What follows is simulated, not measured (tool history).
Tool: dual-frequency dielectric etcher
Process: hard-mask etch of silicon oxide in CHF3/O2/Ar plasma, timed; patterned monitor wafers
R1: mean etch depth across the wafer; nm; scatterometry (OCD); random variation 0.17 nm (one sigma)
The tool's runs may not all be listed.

run 1 day=0 | source_power_(kW)=0.72 bias_power_(kW)=0.225 etch_time_(s)=13.5 | R1=33.278
run 2 day=0.221 | source_power_(kW)=0.77 bias_power_(kW)=0.225 etch_time_(s)=13.5 | R1=34.22
run 3 day=0.458 | source_power_(kW)=0.77 bias_power_(kW)=0.225 etch_time_(s)=13.5 | R1=33.921
run 4 day=0.521 | source_power_(kW)=0.72 bias_power_(kW)=0.215 etch_time_(s)=13.5 | R1=32.369
run 5 day=0.675 | source_power_(kW)=0.68 bias_power_(kW)=0.213 etch_time_(s)=13.5 | R1=31.968
run 6 day=0.983 | source_power_(kW)=0.68 bias_power_(kW)=0.182 etch_time_(s)=13.5 | R1=29.957
run 7 day=1.071 | source_power_(kW)=0.54 bias_power_(kW)=0.172 etch_time_(s)=13.5 | R1=26.577

The next listed run, before its measurement:
run 8 day=1.442 | source_power_(kW)=0.55 bias_power_(kW)=0.172 etch_time_(s)=13.5 | R1=?

{"run 8": {"R1": 26.815}}
